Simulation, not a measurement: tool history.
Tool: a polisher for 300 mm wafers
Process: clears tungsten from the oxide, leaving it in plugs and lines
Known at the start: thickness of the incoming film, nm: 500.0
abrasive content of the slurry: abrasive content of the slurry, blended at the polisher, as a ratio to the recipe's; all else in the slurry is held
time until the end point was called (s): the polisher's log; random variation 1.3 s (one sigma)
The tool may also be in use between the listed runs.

| run | hour | flow of slurry (ml/min) | pressure of the wafer on the pad (psi) | speed of the pad under the wafer (m/s) | abrasive content of the slurry | overpolish time after the end point (s) | time until the end point was called (s) |
|---|---|---|---|---|---|---|---|
| 1 | 0 | 270 | 4.7 | 1.3 | 1 | 30 | 87.351 |
| 2 | 4.1 | 300 | 4.7 | 1.3 | 1 | 30 | 86.622 |
| 3 | 8.9 | 300 | 4.5 | 1.3 | 1 | 30 | 90.711 |
| 4 | 11.3 | 240 | 4.5 | 1.3 | 1 | 30 | 92.454 |
| 5 | 18.5 | 240 | 4.5 | 1.48 | 1 | 30 | 81.493 |
| 6 | 22.2 | 240 | 4.5 | 1.48 | 1 | 32 | 81.554 |
| 7 | 27.1 | 240 | 4.3 | 1.48 | 1 | 32 | 85.842 |
| 8 | 30 | 240 | 4.1 | 1.48 | 1 | 32 | 88.339 |
| 9 | 31.7 | 240 | 3.9 | 1.48 | 1 | 32 | 93.694 |
| 10 | 32.4 | 240 | 3.8 | 1.48 | 1 | 32 | 95.814 |
| 11 | 40.5 | 240 | 3.7 | 1.48 | 1 | 32 | 96.266 |
| 12 | 47.8 | 240 | 3.6 | 1.48 | 1 | 32 | 97.494 |
| 13 | 54.8 | 240 | 3.5 | 1.48 | 1 | 32 | 99.449 |
| 14 | 55.9 | 240 | 2.5 | 1.46 | 1 | 32 | 132.45 |

Run 15 comes next. What will it give?
| 15 | 61.4 | 240 | 2.6 | 1.46 | 1 | 32 | ? |

time until the end point was called (s): 130.48

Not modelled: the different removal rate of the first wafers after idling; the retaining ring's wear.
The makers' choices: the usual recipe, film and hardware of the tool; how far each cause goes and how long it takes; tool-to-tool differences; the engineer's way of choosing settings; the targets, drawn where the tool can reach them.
